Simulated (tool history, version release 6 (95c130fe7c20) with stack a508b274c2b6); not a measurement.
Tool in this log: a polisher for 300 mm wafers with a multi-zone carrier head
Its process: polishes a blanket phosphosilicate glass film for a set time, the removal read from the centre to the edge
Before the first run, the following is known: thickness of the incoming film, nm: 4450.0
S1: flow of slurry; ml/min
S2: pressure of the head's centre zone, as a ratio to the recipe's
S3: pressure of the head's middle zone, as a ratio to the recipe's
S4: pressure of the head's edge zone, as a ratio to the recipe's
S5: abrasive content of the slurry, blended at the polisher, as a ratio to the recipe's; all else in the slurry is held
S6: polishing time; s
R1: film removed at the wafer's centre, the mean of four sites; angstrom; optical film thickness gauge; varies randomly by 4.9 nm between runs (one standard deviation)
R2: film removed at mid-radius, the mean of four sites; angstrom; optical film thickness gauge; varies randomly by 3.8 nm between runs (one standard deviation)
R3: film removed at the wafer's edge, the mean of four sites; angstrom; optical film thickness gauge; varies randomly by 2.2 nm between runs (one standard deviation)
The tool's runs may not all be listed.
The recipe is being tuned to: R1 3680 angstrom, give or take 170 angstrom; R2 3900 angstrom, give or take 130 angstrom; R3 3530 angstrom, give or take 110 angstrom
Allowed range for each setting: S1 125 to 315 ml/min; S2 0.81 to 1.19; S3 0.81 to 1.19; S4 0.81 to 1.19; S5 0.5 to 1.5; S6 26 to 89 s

{"run": 1, "hour": 0.0, "S1": 205, "S2": 1, "S3": 1, "S4": 1, "S5": 1, "S6": 57, "R1": 3253.3, "R2": 3207.4, "R3": 3202.5}
{"run": 2, "hour": 7.0, "S1": 155, "S2": 1, "S3": 1, "S4": 1, "S5": 1, "S6": 57, "R1": 3085.8, "R2": 3145.3, "R3": 3144.4}
{"run": 3, "hour": 10.3, "S1": 155, "S2": 1, "S3": 1, "S4": 1, "S5": 1, "S6": 51, "R1": 2754.2, "R2": 2829, "R3": 2823.1}
{"run": 4, "hour": 11.3, "S1": 165, "S2": 1.02, "S3": 1.04, "S4": 1.02, "S5": 1.05, "S6": 51, "R1": 2960.7, "R2": 3002.1, "R3": 2911.1}
{"run": 5, "hour": 19.7, "S1": 215, "S2": 1.02, "S3": 1.04, "S4": 1.02, "S5": 1.05, "S6": 51, "R1": 2997.9, "R2": 3099.2, "R3": 2957.9}
{"run": 6, "hour": 27.3, "S1": 215, "S2": 1.03, "S3": 1.06, "S4": 1.04, "S5": 1.1, "S6": 51, "R1": 2996.6, "R2": 3147.6, "R3": 3049.3}
{"run": 7, "hour": 34.0, "S1": 220, "S2": 1.05, "S3": 1.08, "S4": 1.04, "S5": 1.15, "S6": 51, "R1": 3174.5, "R2": 3267.5, "R3": 3094.9}
{"run": 8, "hour": 37.1, "S1": 225, "S2": 1.06, "S3": 1.1, "S4": 1.05, "S5": 1.2, "S6": 51, "R1": 3286.5, "R2": 3389.5, "R3": 3164.7}
{"run": 9, "hour": 42.4, "S1": 230, "S2": 1.07, "S3": 1.12, "S4": 1.06, "S5": 1.25, "S6": 51, "R1": 3369.5, "R2": 3460.1, "R3": 3254.5}

5 next moves are on the table. One of them brings every result within its allowed miss. Which?
{"run": "A", "hour": 47.7, "S1": 210, "S2": 1.09, "S3": 1.19, "S4": 0.83, "S5": 1.2, "S6": 57, "R1": "?", "R2": "?", "R3": "?"}
{"run": "B", "hour": 47.7, "S1": 210, "S2": 1.07, "S3": 1.07, "S4": 1.05, "S5": 1.2, "S6": 53, "R1": "?", "R2": "?", "R3": "?"}
{"run": "C", "hour": 47.7, "S1": 190, "S2": 1, "S3": 0.95, "S4": 1.14, "S5": 1.5, "S6": 52, "R1": "?", "R2": "?", "R3": "?"}
{"run": "D", "hour": 47.7, "S1": 145, "S2": 0.94, "S3": 0.93, "S4": 1.19, "S5": 1.5, "S6": 53, "R1": "?", "R2": "?", "R3": "?"}
{"run": "E", "hour": 47.7, "S1": 265, "S2": 1.03, "S3": 1.11, "S4": 1, "S5": 1.4, "S6": 55, "R1": "?", "R2": "?", "R3": "?"}

move=A R1=3723 R2=4023.2 R3=3137.3
move=B R1=3396.3 R2=3413.5 R3=3261.2
move=C R1=3314.2 R2=3227.5 R3=3569.3
move=D R1=3062.1 R2=3127.3 R3=3632.5
move=E R1=3672.7 R2=3943.7 R3=3541.3
A: brings the last run's worst result on target, with another outside its allowed miss
B: further off than the last run
C: further off than the last run
D: further off than the last run
E: hits every target within its allowed miss
The right move is E.

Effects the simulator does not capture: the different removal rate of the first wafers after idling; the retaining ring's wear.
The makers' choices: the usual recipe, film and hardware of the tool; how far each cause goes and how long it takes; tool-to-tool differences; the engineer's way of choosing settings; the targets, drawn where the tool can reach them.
